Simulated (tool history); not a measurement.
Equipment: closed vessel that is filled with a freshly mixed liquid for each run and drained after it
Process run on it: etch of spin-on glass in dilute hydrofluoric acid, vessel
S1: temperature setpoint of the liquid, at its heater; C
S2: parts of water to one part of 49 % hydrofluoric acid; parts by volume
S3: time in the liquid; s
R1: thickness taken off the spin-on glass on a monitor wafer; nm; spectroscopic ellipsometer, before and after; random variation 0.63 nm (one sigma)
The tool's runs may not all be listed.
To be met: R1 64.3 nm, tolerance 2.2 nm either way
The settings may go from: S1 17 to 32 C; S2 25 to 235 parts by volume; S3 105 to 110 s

run	hour	S1	S2	S3	R1
1	0	24	130	105	38.618
2	8.1	27	130	105	42.608
3	12.1	28.5	120	105	50.261
4	20.2	29.5	115	105	55.197
5	28.1	27	115	105	49.357
6	30.6	28.5	110	105	54.785
7	36.2	29.5	110	105	57.295
8	39.8	30	110	105	57.124
9	44	30.5	110	105	58.932
10	45	31	110	105	59.965
11	53.5	31.5	110	105	61.007

4 candidate next runs follow, results not yet known. Just one meets every target within its allowed miss. Identify it.
A	62	30	100	110	?
B	62	28.5	100	110	?
C	62	31	100	110	?
D	62	32	100	105	?

move	R1
A	67.296
B	63.59
C	69.854
D	69.191
A: the result that was furthest off in the last run now lies on the other side of its target
B: meets every target
C: the result that was furthest off in the last run now lies on the other side of its target
D: the result that was furthest off in the last run now lies on the other side of its target
B is the move that brings every result within its allowed miss.
